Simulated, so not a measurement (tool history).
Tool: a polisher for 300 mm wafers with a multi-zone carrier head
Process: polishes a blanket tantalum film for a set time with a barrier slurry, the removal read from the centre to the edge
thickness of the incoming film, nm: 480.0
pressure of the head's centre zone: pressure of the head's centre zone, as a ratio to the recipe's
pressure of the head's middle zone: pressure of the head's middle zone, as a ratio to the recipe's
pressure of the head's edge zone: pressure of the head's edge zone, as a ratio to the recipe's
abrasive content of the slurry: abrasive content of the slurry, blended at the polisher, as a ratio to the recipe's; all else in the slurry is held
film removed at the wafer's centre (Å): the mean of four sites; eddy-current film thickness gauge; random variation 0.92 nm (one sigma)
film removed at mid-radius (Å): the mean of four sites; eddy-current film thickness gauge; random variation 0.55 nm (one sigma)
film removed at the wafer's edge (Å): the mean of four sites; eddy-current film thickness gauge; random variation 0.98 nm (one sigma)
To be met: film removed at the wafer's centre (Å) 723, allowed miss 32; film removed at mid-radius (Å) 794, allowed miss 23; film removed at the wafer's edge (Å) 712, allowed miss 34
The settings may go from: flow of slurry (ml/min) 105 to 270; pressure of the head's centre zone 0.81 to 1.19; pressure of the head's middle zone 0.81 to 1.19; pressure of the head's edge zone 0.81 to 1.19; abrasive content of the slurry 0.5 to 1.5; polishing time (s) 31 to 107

run,day,flow of slurry (ml/min),pressure of the head's centre zone,pressure of the head's middle zone,pressure of the head's edge zone,abrasive content of the slurry,polishing time (s),film removed at the wafer's centre (Å),film removed at mid-radius (Å),film removed at the wafer's edge (Å)
1,0,175,1,1,1,1,69,1132.3,1158.6,1114.4
2,0.312,175,1,1,1,0.9,69,1069.3,1106.3,1047.9
3,0.546,175,1,1,1,1,69,1121.7,1157.4,1091.7
4,0.908,200,1,1,1,1,69,1156,1159.7,1124.3
5,1.238,195,0.99,0.99,0.98,0.95,68,1098.2,1113.7,1079.9
6,1.571,195,0.99,0.99,1.05,0.95,68,1082.5,1112.7,1132.6
7,1.833,190,0.98,0.98,1.03,0.9,67,1031.2,1064.1,1063.6
8,2.075,140,0.88,0.88,0.93,0.65,63,653.62,680.93,696.17
9,2.338,145,0.88,0.89,0.92,0.65,63,646.82,705.67,699.45

5 next moves are on the table. One of them brings every result within its allowed miss. Which?
A,2.6,105,0.98,1,0.82,0.85,58,?,?,?
B,2.6,130,1.04,0.92,0.81,0.75,60,?,?,?
C,2.6,110,0.96,0.92,0.81,0.6,76,?,?,?
D,2.6,145,0.87,0.82,0.85,0.6,64,?,?,?
E,2.6,135,0.87,0.85,0.93,0.75,64,?,?,?

move,film removed at the wafer's centre (Å),film removed at mid-radius (Å),film removed at the wafer's edge (Å)
A,734.26,787.49,714.72
B,801.18,747.79,710.94
C,726.63,740.68,714.27
D,602.8,611.29,648.1
E,721.3,754.8,813.29
A: meets every target
B: nearer than the last run, and not there yet
C: nearer than the last run, and not there yet
D: further off than the last run
E: nearer than the last run, and not there yet
Move A is the one to make.
